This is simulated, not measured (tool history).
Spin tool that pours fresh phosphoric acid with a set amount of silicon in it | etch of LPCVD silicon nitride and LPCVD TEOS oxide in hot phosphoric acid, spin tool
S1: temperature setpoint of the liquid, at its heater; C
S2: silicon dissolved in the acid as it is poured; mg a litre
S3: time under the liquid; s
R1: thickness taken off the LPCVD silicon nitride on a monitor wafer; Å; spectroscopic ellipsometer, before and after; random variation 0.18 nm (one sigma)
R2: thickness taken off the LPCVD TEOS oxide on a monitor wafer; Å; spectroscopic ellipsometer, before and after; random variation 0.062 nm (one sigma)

run	hour	S1	S2	S3	R1	R2
1	0	161	22.5	180	186.63	2.9926
2	0.7	161	22.5	120	123.95	2.1567
3	3.8	161	22.5	90	93.463	1.4886
4	5.7	161	35	90	93.676	0.95207
5	13.2	161	28.5	90	93.434	1.1534
6	20.5	162	27.5	120	128.45	2.0154
7	26	163	29.5	140	155.07	1.7858
8	27.8	163.5	26	155	176.24	2.6637
9	28.5	164	25	170	196.16	2.7262
10	32.1	164.5	22.5	180	208.78	3.3843

Run 11 comes next. What will it give?
11	40.7	165	21.5	190	?	?

Run 11 gave R1 222.05 Å, R2 4.1784 Å.
